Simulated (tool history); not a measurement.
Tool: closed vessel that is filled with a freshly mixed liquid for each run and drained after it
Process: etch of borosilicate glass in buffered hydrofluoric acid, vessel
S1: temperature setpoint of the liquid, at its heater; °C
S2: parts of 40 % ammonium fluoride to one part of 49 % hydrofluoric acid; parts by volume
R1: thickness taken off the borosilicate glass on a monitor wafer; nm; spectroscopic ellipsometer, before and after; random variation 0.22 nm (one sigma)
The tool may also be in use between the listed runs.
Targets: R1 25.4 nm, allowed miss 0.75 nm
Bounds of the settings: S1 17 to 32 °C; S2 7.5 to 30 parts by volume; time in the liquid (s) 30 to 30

{"run": 1, "day": 0.0, "S1": 24, "S2": 20.5, "time in the liquid (s)": 30, "R1": 18.352}
{"run": 2, "day": 0.167, "S1": 25.5, "S2": 20.5, "time in the liquid (s)": 30, "R1": 20.036}
{"run": 3, "day": 0.533, "S1": 27.5, "S2": 20.5, "time in the liquid (s)": 30, "R1": 22.388}
{"run": 4, "day": 0.646, "S1": 28, "S2": 20.5, "time in the liquid (s)": 30, "R1": 22.432}
{"run": 5, "day": 0.9, "S1": 28, "S2": 15.5, "time in the liquid (s)": 30, "R1": 29.579}
{"run": 6, "day": 0.988, "S1": 27.5, "S2": 15.5, "time in the liquid (s)": 30, "R1": 29.394}
{"run": 7, "day": 1.317, "S1": 27, "S2": 15.5, "time in the liquid (s)": 30, "R1": 28.737}
{"run": 8, "day": 1.621, "S1": 27, "S2": 15.5, "time in the liquid (s)": 30, "R1": 28.525}
{"run": 9, "day": 1.908, "S1": 26.5, "S2": 15.5, "time in the liquid (s)": 30, "R1": 27.829}
{"run": 10, "day": 2.121, "S1": 26, "S2": 15.5, "time in the liquid (s)": 30, "R1": 27.362}

4 next moves are on the table. One of them brings every result within its allowed miss. Which?
{"run": "A", "day": 2.333, "S1": 24.5, "S2": 15, "time in the liquid (s)": 30, "R1": "?"}
{"run": "B", "day": 2.333, "S1": 24, "S2": 16, "time in the liquid (s)": 30, "R1": "?"}
{"run": "C", "day": 2.333, "S1": 27.5, "S2": 16.5, "time in the liquid (s)": 30, "R1": "?"}
{"run": "D", "day": 2.333, "S1": 24.5, "S2": 14, "time in the liquid (s)": 30, "R1": "?"}

move=A R1=25.841
move=B R1=23.6
move=C R1=27.574
move=D R1=27.666
A: meets every target
B: takes the result that was furthest off past its target
C: further off than the last run
D: further off than the last run
Answer: A
